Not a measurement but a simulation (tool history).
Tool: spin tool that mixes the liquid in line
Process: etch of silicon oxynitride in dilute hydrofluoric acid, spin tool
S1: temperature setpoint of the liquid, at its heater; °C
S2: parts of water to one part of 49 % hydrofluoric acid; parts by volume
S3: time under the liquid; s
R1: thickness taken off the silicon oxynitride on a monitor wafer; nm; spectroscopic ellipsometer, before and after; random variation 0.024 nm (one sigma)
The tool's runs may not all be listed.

Run 1, day 0.000: S1 24 °C, S2 40 parts by volume, S3 95 s. Result: R1 3.6117 nm.
Run 2, day 0.283: S1 25 °C, S2 40 parts by volume, S3 95 s. Result: R1 3.7875 nm.
Run 3, day 0.638: S1 26 °C, S2 40 parts by volume, S3 95 s. Result: R1 3.9557 nm.
Run 4, day 0.925: S1 26 °C, S2 50 parts by volume, S3 95 s. Result: R1 3.1341 nm.
Run 5, day 1.158: S1 28 °C, S2 50 parts by volume, S3 95 s. Result: R1 3.4387 nm.
Run 6, day 1.458: S1 29 °C, S2 50 parts by volume, S3 95 s. Result: R1 3.6179 nm.

Run 7 comes next. What will it give?
Run 7, day 1.746: S1 30 °C, S2 50 parts by volume, S3 95 s. Result: R1 ?.

Run 7 gave R1 3.8056 nm.
